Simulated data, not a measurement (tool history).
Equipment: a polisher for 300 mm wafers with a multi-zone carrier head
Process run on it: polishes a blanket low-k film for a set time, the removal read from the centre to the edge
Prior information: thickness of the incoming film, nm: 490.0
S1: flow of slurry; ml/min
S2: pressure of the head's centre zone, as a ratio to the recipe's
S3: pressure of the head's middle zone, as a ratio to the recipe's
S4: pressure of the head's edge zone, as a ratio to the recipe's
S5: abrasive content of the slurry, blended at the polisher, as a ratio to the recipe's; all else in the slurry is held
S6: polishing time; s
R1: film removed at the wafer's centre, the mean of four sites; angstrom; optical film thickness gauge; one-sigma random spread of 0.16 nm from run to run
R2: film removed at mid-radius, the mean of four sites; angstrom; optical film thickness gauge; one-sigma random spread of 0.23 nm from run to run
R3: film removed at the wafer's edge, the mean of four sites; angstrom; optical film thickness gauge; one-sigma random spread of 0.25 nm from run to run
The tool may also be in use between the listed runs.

run,hour,S1,S2,S3,S4,S5,S6,R1,R2,R3
1,0.0,240,1.00,1.00,1.00,1.00,64,385.13,371.30,378.17
2,2.6,250,1.01,1.01,0.96,0.85,59,342.60,337.04,327.60
3,6.0,250,1.01,1.01,1.03,0.85,59,346.90,334.57,342.51
4,9.4,250,1.01,1.01,1.03,0.85,65,378.92,363.84,369.01
5,15.2,250,1.01,0.95,1.03,0.85,65,376.51,344.51,374.99
6,23.8,250,1.03,0.97,0.98,0.75,59,329.13,305.08,318.00
7,30.2,255,1.05,0.99,0.94,0.70,55,309.07,283.39,280.48

Run 8, settings as shown, results not yet in. Your forecast:
8,33.9,250,1.05,1.00,0.91,0.65,53,?,?,?

Run 8 gave R1 291.38 angstrom, R2 266.02 angstrom, R3 260.41 angstrom.

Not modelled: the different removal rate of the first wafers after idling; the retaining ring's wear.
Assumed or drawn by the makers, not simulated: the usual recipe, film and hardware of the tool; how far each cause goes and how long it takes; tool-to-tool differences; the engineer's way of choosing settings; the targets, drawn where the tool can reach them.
